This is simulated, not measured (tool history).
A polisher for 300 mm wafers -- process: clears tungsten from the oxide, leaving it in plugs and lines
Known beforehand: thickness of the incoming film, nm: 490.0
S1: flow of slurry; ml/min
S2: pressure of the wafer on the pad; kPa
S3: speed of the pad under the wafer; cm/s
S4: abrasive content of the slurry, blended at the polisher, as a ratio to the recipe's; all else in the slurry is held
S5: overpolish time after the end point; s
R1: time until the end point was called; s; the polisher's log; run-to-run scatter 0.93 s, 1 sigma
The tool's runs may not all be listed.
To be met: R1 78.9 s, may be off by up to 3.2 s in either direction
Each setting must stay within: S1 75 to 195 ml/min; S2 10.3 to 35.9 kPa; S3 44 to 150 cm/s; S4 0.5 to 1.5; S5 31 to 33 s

run 1 hour=0 | S1=125 S2=22.8 S3=96 S4=1 S5=31 | R1=113.47
run 2 hour=1.4 | S1=125 S2=22.8 S3=96 S4=0.9 S5=31 | R1=114.17
run 3 hour=4.9 | S1=130 S2=23.4 S3=96 S4=0.9 S5=31 | R1=110.82
run 4 hour=6.2 | S1=130 S2=23.4 S3=96 S4=0.8 S5=31 | R1=114.58
run 5 hour=11.9 | S1=130 S2=23.4 S3=72 S4=0.8 S5=31 | R1=136.64
run 6 hour=16.2 | S1=130 S2=29 S3=72 S4=0.8 S5=31 | R1=115.82
run 7 hour=25.2 | S1=135 S2=29.6 S3=74 S4=0.8 S5=31 | R1=109.42
run 8 hour=28.3 | S1=140 S2=30.3 S3=76 S4=0.8 S5=31 | R1=103.26
run 9 hour=31.5 | S1=145 S2=31 S3=76 S4=0.8 S5=31 | R1=102.53
run 10 hour=35.9 | S1=145 S2=31.7 S3=78 S4=0.8 S5=31 | R1=99.148
run 11 hour=41.3 | S1=145 S2=32.4 S3=80 S4=0.8 S5=31 | R1=96.247
run 12 hour=45.4 | S1=145 S2=33.1 S3=82 S4=0.8 S5=31 | R1=94.133

Pick the move, out of 4, that brings all results within their allowed miss; only one does.
run A hour=49.5 | S1=135 S2=29 S3=100 S4=0.85 S5=32 | R1=?
run B hour=49.5 | S1=185 S2=32.4 S3=68 S4=0.75 S5=33 | R1=?
run C hour=49.5 | S1=170 S2=32.4 S3=88 S4=1.25 S5=31 | R1=?
run D hour=49.5 | S1=135 S2=35.2 S3=78 S4=0.75 S5=33 | R1=?

move=A R1=92.295
move=B R1=103.88
move=C R1=79.619
move=D R1=93.736
A: moves toward the targets from the last run without getting all of them in spec
B: its largest miss is bigger than the last run's
C: all results land within tolerance of their targets
D: about the same distance from the targets as the last run
C meets every target.
